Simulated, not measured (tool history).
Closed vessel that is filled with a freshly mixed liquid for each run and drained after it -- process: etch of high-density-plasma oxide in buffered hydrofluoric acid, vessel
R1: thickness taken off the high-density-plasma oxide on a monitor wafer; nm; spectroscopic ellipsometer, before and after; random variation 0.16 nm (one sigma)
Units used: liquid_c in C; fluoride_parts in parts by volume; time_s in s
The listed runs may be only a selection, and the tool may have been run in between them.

{"run": 1, "day": 0.0, "liquid_c": 22, "fluoride_parts": 11, "time_s": 30, "R1": 41.681}
{"run": 2, "day": 0.242, "liquid_c": 21.5, "fluoride_parts": 11, "time_s": 30, "R1": 40.467}
{"run": 3, "day": 0.333, "liquid_c": 21, "fluoride_parts": 11, "time_s": 30, "R1": 39.723}
{"run": 4, "day": 0.488, "liquid_c": 21, "fluoride_parts": 11, "time_s": 30, "R1": 39.515}
{"run": 5, "day": 0.625, "liquid_c": 21, "fluoride_parts": 11, "time_s": 30, "R1": 39.837}
{"run": 6, "day": 0.767, "liquid_c": 21, "fluoride_parts": 11, "time_s": 30, "R1": 39.242}

Run 7, settings as shown, results not yet in. Your forecast:
{"run": 7, "day": 1.025, "liquid_c": 20.5, "fluoride_parts": 11, "time_s": 30, "R1": "?"}

Logged for run 7: R1 38.706 nm.
